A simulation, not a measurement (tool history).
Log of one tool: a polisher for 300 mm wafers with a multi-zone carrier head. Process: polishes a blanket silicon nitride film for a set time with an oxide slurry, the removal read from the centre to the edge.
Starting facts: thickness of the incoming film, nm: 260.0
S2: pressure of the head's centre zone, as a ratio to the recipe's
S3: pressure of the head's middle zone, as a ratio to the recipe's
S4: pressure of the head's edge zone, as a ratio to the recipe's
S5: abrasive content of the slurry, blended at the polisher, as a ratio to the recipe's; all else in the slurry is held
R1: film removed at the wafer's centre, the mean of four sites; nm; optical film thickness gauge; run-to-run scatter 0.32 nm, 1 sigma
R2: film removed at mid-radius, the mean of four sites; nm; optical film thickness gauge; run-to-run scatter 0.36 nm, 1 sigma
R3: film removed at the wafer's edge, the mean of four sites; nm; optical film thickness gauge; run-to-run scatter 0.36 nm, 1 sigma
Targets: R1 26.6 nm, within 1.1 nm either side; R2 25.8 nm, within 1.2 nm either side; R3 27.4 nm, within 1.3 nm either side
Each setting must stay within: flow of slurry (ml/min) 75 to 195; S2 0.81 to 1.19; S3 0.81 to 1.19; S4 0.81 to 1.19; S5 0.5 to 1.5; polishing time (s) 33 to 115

Run 1, day 0: flow of slurry (ml/min) 125, S2 1, S3 1, S4 1, S5 1, polishing time (s) 73. Result: R1 58.655 nm, R2 57.128 nm, R3 58.547 nm.
Run 2, day 0.242: flow of slurry (ml/min) 125, S2 1, S3 1.04, S4 1, S5 1, polishing time (s) 73. Result: R1 58.396 nm, R2 60.107 nm, R3 58.312 nm.
Run 3, day 0.3: flow of slurry (ml/min) 120, S2 0.98, S3 1.01, S4 0.97, S5 0.85, polishing time (s) 64. Result: R1 47.919 nm, R2 47.177 nm, R3 48.004 nm.
Run 4, day 0.45: flow of slurry (ml/min) 120, S2 0.98, S3 1.01, S4 0.93, S5 0.85, polishing time (s) 64. Result: R1 48.627 nm, R2 48.515 nm, R3 48.327 nm.
Run 5, day 0.5: flow of slurry (ml/min) 100, S2 0.98, S3 1.01, S4 0.93, S5 0.85, polishing time (s) 64. Result: R1 44.607 nm, R2 44.533 nm, R3 45.565 nm.
Run 6, day 0.633: flow of slurry (ml/min) 100, S2 0.92, S3 1.01, S4 0.93, S5 0.85, polishing time (s) 64. Result: R1 43.503 nm, R2 45.633 nm, R3 45.965 nm.
Run 7, day 0.808: flow of slurry (ml/min) 85, S2 0.94, S3 0.93, S4 0.88, S5 0.6, polishing time (s) 43. Result: R1 25.226 nm, R2 23.921 nm, R3 25.821 nm.
Run 8, day 1.075: flow of slurry (ml/min) 90, S2 0.94, S3 0.93, S4 0.89, S5 0.6, polishing time (s) 43. Result: R1 24.744 nm, R2 24.438 nm, R3 26.219 nm.

Next run, 5 choices. One meets every target within its allowed miss, the rest don't. Which?
Run A, day 1.342: flow of slurry (ml/min) 80, S2 0.99, S3 0.82, S4 0.87, S5 0.65, polishing time (s) 46. Result: R1 ?, R2 ?, R3 ?.
Run B, day 1.342: flow of slurry (ml/min) 125, S2 0.92, S3 0.92, S4 0.92, S5 0.6, polishing time (s) 41. Result: R1 ?, R2 ?, R3 ?.
Run C, day 1.342: flow of slurry (ml/min) 90, S2 0.81, S3 0.96, S4 0.97, S5 0.8, polishing time (s) 38. Result: R1 ?, R2 ?, R3 ?.
Run D, day 1.342: flow of slurry (ml/min) 75, S2 0.83, S3 0.91, S4 0.94, S5 0.7, polishing time (s) 45. Result: R1 ?, R2 ?, R3 ?.
Run E, day 1.342: flow of slurry (ml/min) 80, S2 0.81, S3 0.93, S4 1.01, S5 0.55, polishing time (s) 47. Result: R1 ?, R2 ?, R3 ?.

move      R1      R2      R3
   A  26.902  22.441  27.616
   B  26.249   24.71  27.042
   C  21.964  23.569    26.3
   D  23.288  23.834  28.127
   E  22.967  24.182  28.711
A: the furthest-off result lands on target, but another misses its tolerance
B: each result inside its tolerance
C: further off than the last run
D: further off than the last run
E: further off than the last run
So the answer is move B, the one that meets all the targets.

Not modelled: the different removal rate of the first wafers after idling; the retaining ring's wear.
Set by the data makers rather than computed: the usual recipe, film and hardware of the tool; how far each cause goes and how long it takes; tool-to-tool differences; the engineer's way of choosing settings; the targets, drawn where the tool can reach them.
